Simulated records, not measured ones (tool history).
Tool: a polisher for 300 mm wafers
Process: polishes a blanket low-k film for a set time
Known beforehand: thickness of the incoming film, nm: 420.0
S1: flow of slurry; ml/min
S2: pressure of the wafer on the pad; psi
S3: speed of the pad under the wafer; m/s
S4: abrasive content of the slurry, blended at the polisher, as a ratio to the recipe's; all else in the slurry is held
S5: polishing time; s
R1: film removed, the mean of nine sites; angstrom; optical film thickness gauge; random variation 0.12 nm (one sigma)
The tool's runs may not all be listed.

| run | hour | S1 | S2 | S3 | S4 | S5 | R1 |
|---|---|---|---|---|---|---|---|
| 1 | 0 | 195 | 1.9 | 1.22 | 1 | 22 | 110.47 |
| 2 | 1.9 | 195 | 1.9 | 0.94 | 1 | 22 | 89.881 |
| 3 | 4.1 | 195 | 1.9 | 0.94 | 1 | 22 | 91.456 |
| 4 | 8.5 | 195 | 2.2 | 0.94 | 1 | 22 | 105.72 |
| 5 | 11.5 | 150 | 2.2 | 0.94 | 1 | 22 | 100.7 |
| 6 | 12.6 | 150 | 2 | 0.94 | 1 | 22 | 91.059 |
| 7 | 16.5 | 150 | 1.9 | 0.94 | 1 | 22 | 88.781 |

Run 8 is up next; what results do you expect?
| 8 | 17.6 | 150 | 1.7 | 0.92 | 1 | 22 | ? |

{"run 8": {"R1": 76.297}}

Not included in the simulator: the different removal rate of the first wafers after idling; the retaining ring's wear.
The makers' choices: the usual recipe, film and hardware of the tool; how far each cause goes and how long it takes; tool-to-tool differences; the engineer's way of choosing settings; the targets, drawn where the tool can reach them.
